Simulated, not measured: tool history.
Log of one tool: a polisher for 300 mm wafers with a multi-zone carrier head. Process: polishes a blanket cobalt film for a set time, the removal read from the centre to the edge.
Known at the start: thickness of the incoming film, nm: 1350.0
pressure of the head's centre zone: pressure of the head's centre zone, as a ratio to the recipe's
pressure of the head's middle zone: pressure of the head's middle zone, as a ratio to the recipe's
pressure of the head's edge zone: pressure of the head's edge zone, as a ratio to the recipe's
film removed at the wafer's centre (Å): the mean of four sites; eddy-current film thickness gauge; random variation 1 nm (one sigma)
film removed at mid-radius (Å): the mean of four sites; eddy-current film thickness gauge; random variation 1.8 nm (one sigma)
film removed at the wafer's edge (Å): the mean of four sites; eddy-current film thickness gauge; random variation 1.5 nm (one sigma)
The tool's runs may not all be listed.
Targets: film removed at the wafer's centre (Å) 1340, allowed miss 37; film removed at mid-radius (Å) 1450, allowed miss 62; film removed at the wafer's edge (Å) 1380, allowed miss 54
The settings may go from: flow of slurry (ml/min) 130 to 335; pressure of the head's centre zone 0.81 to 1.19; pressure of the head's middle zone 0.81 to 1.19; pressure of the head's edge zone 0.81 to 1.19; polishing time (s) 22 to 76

run,hour,flow of slurry (ml/min),pressure of the head's centre zone,pressure of the head's middle zone,pressure of the head's edge zone,polishing time (s),film removed at the wafer's centre (Å),film removed at mid-radius (Å),film removed at the wafer's edge (Å)
1,0,215,1,1,1,49,2248.2,2260.9,2325
2,8.2,215,1.04,1,1,49,2365.3,2321.3,2304.5
3,15.2,215,1,1,1,49,2255.4,2257.9,2304.7
4,19.5,215,1,1,1,59,2725.5,2689.6,2784.5
5,27.3,215,1,1.08,1,59,2707.4,2859.3,2762.6
6,31.4,215,1,1.14,1,59,2750,2992.5,2760.8
7,38.8,210,0.99,1.11,0.98,52,2379,2626.7,2416.7
8,42.3,210,0.99,1.08,0.97,45,2054.5,2195,2074.6
9,48,210,0.97,1.07,0.94,41,1849.4,1983.1,1865.2
10,49.6,210,0.95,1.06,0.92,39,1703.7,1869.6,1740
11,53,210,0.94,1.04,0.9,37,1604.2,1770.2,1652.2
12,53.7,210,0.93,1.02,0.88,36,1538.7,1654,1604.9
13,54.3,210,0.93,1.02,0.87,35,1508.1,1625.5,1542.1
14,62.9,205,0.92,1.01,0.86,34,1451.1,1592.6,1496.7
15,71.2,200,0.92,1,0.85,34,1432.4,1516.7,1453

5 next moves are on the table. One of them brings every result within its allowed miss. Which?
A,79.5,220,0.89,0.97,0.81,32,?,?,?
B,79.5,140,1.05,1.03,0.81,34,?,?,?
C,79.5,200,1.04,1.01,0.81,33,?,?,?
D,79.5,220,0.91,1.11,0.86,33,?,?,?
E,79.5,190,0.94,0.87,0.85,37,?,?,?

move,film removed at the wafer's centre (Å),film removed at mid-radius (Å),film removed at the wafer's edge (Å)
A,1334.6,1452.6,1349.7
B,1509.5,1487,1351.4
C,1565.4,1520.6,1377
D,1405.9,1655.1,1421.8
E,1582.5,1519.3,1565.7
A: meets every target
B: further off than the last run
C: further off than the last run
D: further off than the last run
E: further off than the last run
Answer: A
